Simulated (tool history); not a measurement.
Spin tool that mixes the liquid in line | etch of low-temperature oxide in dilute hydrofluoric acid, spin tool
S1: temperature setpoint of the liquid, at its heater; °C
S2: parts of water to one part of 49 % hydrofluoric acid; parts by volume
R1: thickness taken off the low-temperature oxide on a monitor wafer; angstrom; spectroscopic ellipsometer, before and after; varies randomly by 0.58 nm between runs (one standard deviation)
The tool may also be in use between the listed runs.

{"run": 1, "day": 0.0, "S1": 20.0, "S2": 240, "time under the liquid (s)": 305, "R1": 303.03}
{"run": 2, "day": 0.238, "S1": 20.0, "S2": 175, "time under the liquid (s)": 305, "R1": 447.53}
{"run": 3, "day": 0.312, "S1": 21.0, "S2": 170, "time under the liquid (s)": 305, "R1": 476.51}
{"run": 4, "day": 0.371, "S1": 22.0, "S2": 165, "time under the liquid (s)": 305, "R1": 519.66}
{"run": 5, "day": 0.742, "S1": 22.5, "S2": 165, "time under the liquid (s)": 305, "R1": 524.91}
{"run": 6, "day": 0.85, "S1": 22.5, "S2": 165, "time under the liquid (s)": 325, "R1": 563.86}
{"day": 1.038, "done": "thermometer replaced"}
{"run": 7, "day": 1.038, "S1": 23.0, "S2": 165, "time under the liquid (s)": 325, "R1": 594.59}
{"run": 8, "day": 1.208, "S1": 23.5, "S2": 165, "time under the liquid (s)": 325, "R1": 613.21}
{"run": 9, "day": 1.55, "S1": 24.0, "S2": 165, "time under the liquid (s)": 325, "R1": 621.44}
{"run": 10, "day": 1.617, "S1": 24.5, "S2": 165, "time under the liquid (s)": 325, "R1": 631.29}

Run 11 comes next. What will it give?
{"run": 11, "day": 1.888, "S1": 25.0, "S2": 165, "time under the liquid (s)": 325, "R1": "?"}

{"run 11": {"R1": 643.25}}
